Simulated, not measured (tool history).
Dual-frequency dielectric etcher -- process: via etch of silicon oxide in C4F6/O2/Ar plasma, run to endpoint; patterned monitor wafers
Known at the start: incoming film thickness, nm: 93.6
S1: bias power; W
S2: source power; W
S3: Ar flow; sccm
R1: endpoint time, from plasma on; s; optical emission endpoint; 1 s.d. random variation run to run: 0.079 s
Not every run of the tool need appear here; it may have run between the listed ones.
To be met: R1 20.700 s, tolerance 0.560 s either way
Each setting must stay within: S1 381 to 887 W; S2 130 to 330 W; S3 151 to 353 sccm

Run 1, hour 0.0: S1 634 W, S2 230 W, S3 252 sccm. Result: R1 24.228 s.
Run 2, hour 5.3: S1 634 W, S2 230 W, S3 269 sccm. Result: R1 24.512 s.
Run 3, hour 8.4: S1 582 W, S2 230 W, S3 269 sccm. Result: R1 25.205 s.
Run 4, hour 11.1: S1 631 W, S2 240 W, S3 266 sccm. Result: R1 24.092 s.
Run 5, hour 14.6: S1 631 W, S2 260 W, S3 266 sccm. Result: R1 23.442 s.
Run 6, hour 21.2: S1 631 W, S2 230 W, S3 266 sccm. Result: R1 24.366 s.
Run 7, hour 27.3: S1 674 W, S2 240 W, S3 264 sccm. Result: R1 23.570 s.
Run 8, hour 29.9: S1 706 W, S2 250 W, S3 262 sccm. Result: R1 22.883 s.
Run 9, hour 31.4: S1 706 W, S2 250 W, S3 262 sccm. Result: R1 22.768 s.

5 next moves are on the table. One of them brings every result within its allowed miss. Which?
Run A, hour 32.9: S1 821 W, S2 240 W, S3 244 sccm. Result: R1 ?.
Run B, hour 32.9: S1 819 W, S2 240 W, S3 231 sccm. Result: R1 ?.
Run C, hour 32.9: S1 779 W, S2 290 W, S3 250 sccm. Result: R1 ?.
Run D, hour 32.9: S1 781 W, S2 250 W, S3 257 sccm. Result: R1 ?.
Run E, hour 32.9: S1 750 W, S2 260 W, S3 280 sccm. Result: R1 ?.

move      R1
   A  21.869
   B  21.749
   C  20.702
   D  22.002
   E  22.164
A: an improvement on the last run, though not all results are within tolerance
B: an improvement on the last run, though not all results are within tolerance
C: all results in spec
D: an improvement on the last run, though not all results are within tolerance
E: an improvement on the last run, though not all results are within tolerance
The move that meets every target is C.
